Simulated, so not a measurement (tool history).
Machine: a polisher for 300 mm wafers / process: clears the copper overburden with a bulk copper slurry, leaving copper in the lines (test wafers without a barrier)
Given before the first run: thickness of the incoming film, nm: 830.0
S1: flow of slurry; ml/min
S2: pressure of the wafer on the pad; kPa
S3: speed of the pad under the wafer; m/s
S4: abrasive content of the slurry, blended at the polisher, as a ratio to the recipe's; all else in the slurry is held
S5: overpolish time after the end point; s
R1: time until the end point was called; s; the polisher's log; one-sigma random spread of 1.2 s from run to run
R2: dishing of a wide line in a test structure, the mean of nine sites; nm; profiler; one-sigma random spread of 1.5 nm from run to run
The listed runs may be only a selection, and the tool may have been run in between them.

{"run": 1, "day": 0.0, "S1": 250, "S2": 18.6, "S3": 0.98, "S4": 1.0, "S5": 27, "R1": 105.61, "R2": 99.131}
{"run": 2, "day": 0.271, "S1": 250, "S2": 18.6, "S3": 1.08, "S4": 1.0, "S5": 27, "R1": 98.523, "R2": 99.182}
{"run": 3, "day": 0.567, "S1": 250, "S2": 19.3, "S3": 1.1, "S4": 1.0, "S5": 23, "R1": 96.264, "R2": 98.815}
{"run": 4, "day": 0.808, "S1": 260, "S2": 18.6, "S3": 1.2, "S4": 1.05, "S5": 19, "R1": 89.991, "R2": 89.49}
{"run": 5, "day": 0.888, "S1": 260, "S2": 18.6, "S3": 1.2, "S4": 1.05, "S5": 13, "R1": 88.918, "R2": 69.675}
{"run": 6, "day": 1.121, "S1": 260, "S2": 19.3, "S3": 1.2, "S4": 1.05, "S5": 13, "R1": 88.021, "R2": 72.303}

For run 7, what comes out?
{"run": 7, "day": 1.254, "S1": 260, "S2": 20.0, "S3": 1.2, "S4": 1.05, "S5": 13, "R1": "?", "R2": "?"}

Run 7 produced R1 87.069 s, R2 72.881 nm.
